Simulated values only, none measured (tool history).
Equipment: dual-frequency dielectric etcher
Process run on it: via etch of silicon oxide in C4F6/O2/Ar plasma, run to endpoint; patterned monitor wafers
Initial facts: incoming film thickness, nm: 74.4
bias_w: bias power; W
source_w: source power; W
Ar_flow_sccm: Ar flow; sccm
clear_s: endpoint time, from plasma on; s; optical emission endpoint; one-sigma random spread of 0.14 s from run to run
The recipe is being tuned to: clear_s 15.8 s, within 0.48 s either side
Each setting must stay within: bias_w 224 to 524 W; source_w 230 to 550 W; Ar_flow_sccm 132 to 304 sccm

run    day  bias_w  source_w  Ar_flow_sccm  clear_s
  1      0     374       390           218   18.542
  2  0.088     402       410           216   17.813
  3  0.262     402       340           216   19.298
  4  0.554     402       340           199    19.12
  5  0.871     402       340           228   18.954
  6  0.942     428       370           231   17.631
  7  1.042     445       380           232   17.389
  8  1.296     461       390           233   16.904

4 next moves are on the table. One of them brings every result within its allowed miss. Which?
  A  1.55     429       340           216        ?
  B  1.55     524       470           297        ?
  C  1.55     432       340           231        ?
  D  1.55     498       390           163        ?

move  clear_s
   A   18.491
   B   15.144
   C   18.519
   D   15.891
A: misses by more than the last run did
B: the result that was furthest off in the last run now lies on the other side of its target
C: misses by more than the last run did
D: every result within its allowed miss
Correct choice: D, which meets every target

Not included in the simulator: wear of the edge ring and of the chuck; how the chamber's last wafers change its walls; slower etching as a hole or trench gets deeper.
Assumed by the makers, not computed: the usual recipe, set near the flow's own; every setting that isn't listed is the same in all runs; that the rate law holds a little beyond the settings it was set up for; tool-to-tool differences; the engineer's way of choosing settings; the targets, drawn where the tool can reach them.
